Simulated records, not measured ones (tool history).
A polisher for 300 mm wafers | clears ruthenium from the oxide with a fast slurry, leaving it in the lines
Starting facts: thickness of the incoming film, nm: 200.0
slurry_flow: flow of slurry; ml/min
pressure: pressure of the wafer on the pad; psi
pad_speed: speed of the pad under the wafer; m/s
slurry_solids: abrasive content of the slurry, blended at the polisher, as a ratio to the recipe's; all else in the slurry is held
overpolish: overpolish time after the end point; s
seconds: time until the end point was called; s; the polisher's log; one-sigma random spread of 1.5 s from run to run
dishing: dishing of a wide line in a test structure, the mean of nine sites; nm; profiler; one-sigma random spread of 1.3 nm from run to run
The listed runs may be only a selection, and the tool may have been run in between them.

{"run": 1, "hour": 0.0, "slurry_flow": 230, "pressure": 2.3, "pad_speed": 1.02, "slurry_solids": 1, "overpolish": 23, "seconds": 72.948, "dishing": 48.509}
{"run": 2, "hour": 6.4, "slurry_flow": 230, "pressure": 2.1, "pad_speed": 1.02, "slurry_solids": 1, "overpolish": 26, "seconds": 78.438, "dishing": 49.92}
{"run": 3, "hour": 9.3, "slurry_flow": 230, "pressure": 1.9, "pad_speed": 1.02, "slurry_solids": 1, "overpolish": 29, "seconds": 88.598, "dishing": 50.078}
{"run": 4, "hour": 13.4, "slurry_flow": 230, "pressure": 1.8, "pad_speed": 1.02, "slurry_solids": 1, "overpolish": 31, "seconds": 91.144, "dishing": 51.868}
{"hour": 22.5, "done": "slurry blender recalibrated"}
{"run": 5, "hour": 22.5, "slurry_flow": 230, "pressure": 1.7, "pad_speed": 1.02, "slurry_solids": 1, "overpolish": 33, "seconds": 87.02, "dishing": 52.997}
{"run": 6, "hour": 28.3, "slurry_flow": 230, "pressure": 2.2, "pad_speed": 1.02, "slurry_solids": 1, "overpolish": 33, "seconds": 69.596, "dishing": 66.946}
{"run": 7, "hour": 35.2, "slurry_flow": 230, "pressure": 2, "pad_speed": 1.02, "slurry_solids": 1, "overpolish": 35, "seconds": 76.368, "dishing": 65.195}
{"run": 8, "hour": 40.4, "slurry_flow": 230, "pressure": 1.8, "pad_speed": 1.02, "slurry_solids": 1, "overpolish": 36, "seconds": 83.34, "dishing": 60.77}
{"run": 9, "hour": 41.0, "slurry_flow": 230, "pressure": 1.7, "pad_speed": 1.02, "slurry_solids": 1, "overpolish": 37, "seconds": 87.841, "dishing": 58.856}

The next listed run, before its measurement:
{"run": 10, "hour": 48.4, "slurry_flow": 230, "pressure": 1.6, "pad_speed": 1.02, "slurry_solids": 1, "overpolish": 38, "seconds": "?", "dishing": "?"}

seconds: 93.65 s
dishing: 57.054 nm
